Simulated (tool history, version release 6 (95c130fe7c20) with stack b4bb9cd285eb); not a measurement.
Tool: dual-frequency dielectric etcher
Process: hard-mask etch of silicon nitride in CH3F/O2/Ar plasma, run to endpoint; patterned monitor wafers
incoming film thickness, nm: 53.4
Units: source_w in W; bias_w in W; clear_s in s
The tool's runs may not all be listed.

Run 1, hour 0: source_w 430 W, bias_w 58 W. Result: clear_s 87.77 s.
Run 2, hour 6.1: source_w 490 W, bias_w 58 W. Result: clear_s 83.334 s.
Run 3, hour 10.3: source_w 490 W, bias_w 63 W. Result: clear_s 80.21 s.
Run 4, hour 14.8: source_w 490 W, bias_w 57 W. Result: clear_s 83.843 s.
Run 5, hour 19.8: source_w 490 W, bias_w 65 W. Result: clear_s 78.845 s.
Run 6, hour 25.2: source_w 490 W, bias_w 57 W. Result: clear_s 84.305 s.

The next listed run, before its measurement:
Run 7, hour 30.5: source_w 510 W, bias_w 58 W. Result: clear_s ?.

clear_s: 82.22 s

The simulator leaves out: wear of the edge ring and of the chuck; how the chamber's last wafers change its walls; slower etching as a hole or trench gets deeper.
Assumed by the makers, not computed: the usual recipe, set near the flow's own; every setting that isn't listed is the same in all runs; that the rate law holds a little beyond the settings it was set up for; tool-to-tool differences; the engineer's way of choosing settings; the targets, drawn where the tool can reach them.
